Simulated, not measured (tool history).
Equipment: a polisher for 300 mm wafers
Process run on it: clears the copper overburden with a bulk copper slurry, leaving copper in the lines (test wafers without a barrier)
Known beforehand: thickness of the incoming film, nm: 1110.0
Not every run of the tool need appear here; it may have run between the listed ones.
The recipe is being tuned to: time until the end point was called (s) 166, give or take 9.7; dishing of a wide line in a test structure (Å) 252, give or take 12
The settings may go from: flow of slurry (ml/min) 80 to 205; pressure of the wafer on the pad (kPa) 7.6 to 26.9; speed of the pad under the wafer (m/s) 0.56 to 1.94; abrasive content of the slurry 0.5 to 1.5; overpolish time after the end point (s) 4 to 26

run  hour  flow of slurry (ml/min)  pressure of the wafer on the pad (kPa)  speed of the pad under the wafer (m/s)  abrasive content of the slurry  overpolish time after the end point (s)  time until the end point was called (s)  dishing of a wide line in a test structure (Å)
  1     0                      135                                    17.2                                    1.24                               1                                       13                                   106.33                                          294.11
  2   6.9                      135                                    17.2                                    1.52                               1                                       13                                    88.46                                           317.2
  3  14.3                      135                                    14.5                                    1.48                               1                                       12                                    100.9                                          297.32
  4  16.2                      120                                    14.5                                    1.48                               1                                       12                                   106.02                                          295.21
  5  18.8                      115                                    12.4                                    1.44                               1                                       12                                   125.57                                          280.95
  6  21.6                      115                                    12.4                                    1.44                               1                                        7                                   123.44                                          234.11
  7    30                      110                                      11                                    1.44                               1                                        8                                    140.7                                          231.12
  8  32.4                      105                                    10.3                                    1.44                               1                                        9                                   146.32                                           239.3
  9  39.2                      100                                     8.3                                    1.42                               1                                       13                                   173.63                                          254.51

Which of these 4 next moves meets every target?
  A    46                       90                                     7.6                                    1.46                            0.95                                       13                                        ?                                               ?
  B    46                      125                                       9                                    1.22                             0.8                                       13                                        ?                                               ?
  C    46                       90                                       9                                    1.56                             0.8                                       12                                        ?                                               ?
  D    46                       95                                    14.5                                    1.08                            1.05                                       14                                        ?                                               ?

move  time until the end point was called (s)  dishing of a wide line in a test structure (Å)
   A                                   191.72                                          235.04
   B                                   195.41                                          237.08
   C                                    165.7                                          244.21
   D                                   152.25                                          274.31
A: the biggest miss grows against the last run
B: the biggest miss grows against the last run
C: every result lands within tolerance
D: the result that was furthest off in the last run now lies on the other side of its target
So the answer is move C, the one that meets all the targets.
